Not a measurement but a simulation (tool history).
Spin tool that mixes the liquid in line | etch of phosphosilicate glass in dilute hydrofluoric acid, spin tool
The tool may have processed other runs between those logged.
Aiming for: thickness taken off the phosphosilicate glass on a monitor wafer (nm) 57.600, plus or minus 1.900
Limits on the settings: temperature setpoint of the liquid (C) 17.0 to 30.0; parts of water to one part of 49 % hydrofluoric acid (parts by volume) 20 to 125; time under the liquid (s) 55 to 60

run	hour	temperature setpoint of the liquid (C)	parts of water to one part of 49 % hydrofluoric acid (parts by volume)	time under the liquid (s)	thickness taken off the phosphosilicate glass on a monitor wafer (nm)
1	0.0	22.0	70	55	41.120
2	8.9	23.0	70	55	42.748
3	15.7	24.0	70	55	43.951
4	20.0	26.0	70	55	47.958
5	22.2	22.5	70	55	41.456
6	24.2	23.5	70	55	42.779
7	29.2	24.5	70	55	45.026
8	37.7	25.5	70	55	46.805
9	45.2	26.0	70	55	48.127
10	53.2	26.5	70	55	49.295
11	61.1	27.0	70	55	49.321
12	62.2	30.0	65	55	59.908
13	64.1	29.5	65	55	60.166

Below are 4 possible settings for the next run. Only one of them brings all results inside the allowed miss of their targets. Which is it?
A	66.0	28.5	65	60	?
B	66.0	29.0	60	55	?
C	66.0	30.0	65	55	?
D	66.0	26.5	65	60	?

move	thickness taken off the phosphosilicate glass on a monitor wafer (nm)
A	63.144
B	64.446
C	61.341
D	58.373
A: the biggest miss grows against the last run
B: the biggest miss grows against the last run
C: the biggest miss grows against the last run
D: every result lands within tolerance
The move that meets every target is D.
